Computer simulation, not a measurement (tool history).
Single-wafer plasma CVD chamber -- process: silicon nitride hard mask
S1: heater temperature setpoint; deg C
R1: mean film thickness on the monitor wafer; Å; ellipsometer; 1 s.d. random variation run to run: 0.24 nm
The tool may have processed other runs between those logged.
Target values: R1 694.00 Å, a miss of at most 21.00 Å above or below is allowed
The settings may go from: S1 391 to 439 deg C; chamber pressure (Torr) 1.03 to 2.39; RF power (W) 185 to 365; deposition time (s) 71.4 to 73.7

Run 1, hour 0.0: S1 415 deg C, chamber pressure (Torr) 1.71, RF power (W) 275, deposition time (s) 71.4. Result: R1 837.53 Å.
Run 2, hour 2.4: S1 415 deg C, chamber pressure (Torr) 1.60, RF power (W) 260, deposition time (s) 71.4. Result: R1 793.03 Å.
Run 3, hour 8.3: S1 415 deg C, chamber pressure (Torr) 1.52, RF power (W) 250, deposition time (s) 71.4. Result: R1 754.63 Å.
Run 4, hour 14.0: S1 415 deg C, chamber pressure (Torr) 1.52, RF power (W) 250, deposition time (s) 71.4. Result: R1 751.54 Å.
Run 5, hour 16.1: S1 419 deg C, chamber pressure (Torr) 1.52, RF power (W) 250, deposition time (s) 71.4. Result: R1 747.21 Å.
Run 6, hour 20.3: S1 419 deg C, chamber pressure (Torr) 1.52, RF power (W) 290, deposition time (s) 71.4. Result: R1 844.32 Å.
Run 7, hour 23.2: S1 419 deg C, chamber pressure (Torr) 1.43, RF power (W) 280, deposition time (s) 71.4. Result: R1 801.97 Å.
Run 8, hour 28.6: S1 419 deg C, chamber pressure (Torr) 1.35, RF power (W) 270, deposition time (s) 71.4. Result: R1 771.75 Å.
Run 9, hour 32.6: S1 419 deg C, chamber pressure (Torr) 1.29, RF power (W) 265, deposition time (s) 71.4. Result: R1 745.29 Å.
Run 10, hour 36.8: S1 419 deg C, chamber pressure (Torr) 1.24, RF power (W) 260, deposition time (s) 71.4. Result: R1 722.74 Å.
Run 11, hour 43.3: S1 419 deg C, chamber pressure (Torr) 1.21, RF power (W) 260, deposition time (s) 71.4. Result: R1 724.31 Å.

Which of these 4 next moves meets every target?
Run A, hour 49.8: S1 419 deg C, chamber pressure (Torr) 1.14, RF power (W) 285, deposition time (s) 71.9. Result: R1 ?.
Run B, hour 49.8: S1 422 deg C, chamber pressure (Torr) 1.10, RF power (W) 295, deposition time (s) 71.4. Result: R1 ?.
Run C, hour 49.8: S1 426 deg C, chamber pressure (Torr) 1.23, RF power (W) 250, deposition time (s) 71.4. Result: R1 ?.
Run D, hour 49.8: S1 418 deg C, chamber pressure (Torr) 1.06, RF power (W) 285, deposition time (s) 73.2. Result: R1 ?.

move      R1
   A  759.58
   B  762.72
   C  699.36
   D  753.42
A: its largest miss is bigger than the last run's
B: its largest miss is bigger than the last run's
C: in spec on every target
D: its largest miss is bigger than the last run's
Correct choice: C, which meets every target

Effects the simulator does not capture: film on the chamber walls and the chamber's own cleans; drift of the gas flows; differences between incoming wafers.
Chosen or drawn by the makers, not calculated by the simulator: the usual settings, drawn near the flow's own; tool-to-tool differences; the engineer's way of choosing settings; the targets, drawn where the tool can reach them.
